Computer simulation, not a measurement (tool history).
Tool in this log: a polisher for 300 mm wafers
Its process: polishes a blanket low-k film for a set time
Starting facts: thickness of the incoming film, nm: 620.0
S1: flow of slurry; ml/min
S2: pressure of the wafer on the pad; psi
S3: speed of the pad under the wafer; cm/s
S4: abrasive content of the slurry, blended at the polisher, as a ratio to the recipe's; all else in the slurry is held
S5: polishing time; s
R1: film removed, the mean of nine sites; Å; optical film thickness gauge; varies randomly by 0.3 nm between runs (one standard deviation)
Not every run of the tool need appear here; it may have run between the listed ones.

run	day	S1	S2	S3	S4	S5	R1
1	0	180	2.3	118	1	83	482.56
2	0.354	180	2.3	118	1.2	83	529.66
3	0.621	180	2	118	1.2	83	460.74
4	0.862	215	2	118	1.2	83	464.59
5	0.946	215	2	118	1.05	83	435.63
6	1.062	215	1.7	112	1.05	83	358.09
7	1.342	215	1.5	110	1.05	83	319.98
8	1.608	215	1.5	110	1.05	83	317.02
9	1.704	215	1.4	110	1.05	83	289.67
10	1.929	210	1.3	110	1.05	83	273.36
11	2.121	200	1.3	110	1.05	83	278.63

Run 12, settings as shown, results not yet in. Your forecast:
12	2.383	200	1.3	110	1.05	83	?

Run 12 yielded R1 276.38 Å.
